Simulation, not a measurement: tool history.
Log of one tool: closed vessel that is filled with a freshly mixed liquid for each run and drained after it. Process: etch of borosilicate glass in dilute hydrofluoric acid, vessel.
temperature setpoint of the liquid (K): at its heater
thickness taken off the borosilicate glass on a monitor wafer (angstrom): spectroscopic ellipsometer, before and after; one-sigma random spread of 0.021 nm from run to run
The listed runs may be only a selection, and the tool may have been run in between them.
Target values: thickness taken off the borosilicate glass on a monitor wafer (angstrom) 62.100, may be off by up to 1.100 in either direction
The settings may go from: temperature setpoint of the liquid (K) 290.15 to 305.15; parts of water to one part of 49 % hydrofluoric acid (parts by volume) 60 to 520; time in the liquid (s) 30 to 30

run,day,temperature setpoint of the liquid (K),parts of water to one part of 49 % hydrofluoric acid (parts by volume),time in the liquid (s),thickness taken off the borosilicate glass on a monitor wafer (angstrom)
1,0.000,297.15,290,30,40.122
2,0.238,297.15,290,30,40.416
3,0.546,297.15,235,30,52.564
4,0.800,297.15,235,30,52.521
5,1.188,298.15,235,30,54.701
6,1.450,299.15,235,30,56.432
7,1.529,299.65,235,30,57.741
8,1.804,300.15,235,30,58.843
9,1.842,300.15,235,30,58.714
10,2.079,300.65,235,30,59.777
11,2.375,301.15,235,30,60.391

Below are 4 possible settings for the next run. Only one of them brings all results inside the allowed miss of their targets. Which is it?
A,2.671,302.65,240,30,?
B,2.671,301.65,240,30,?
C,2.671,299.65,230,30,?
D,2.671,300.65,235,30,?

move,thickness taken off the borosilicate glass on a monitor wafer (angstrom)
A,62.341
B,60.240
C,59.237
D,59.741
A: every result within its allowed miss
B: further off than the last run
C: further off than the last run
D: further off than the last run
A meets every target.
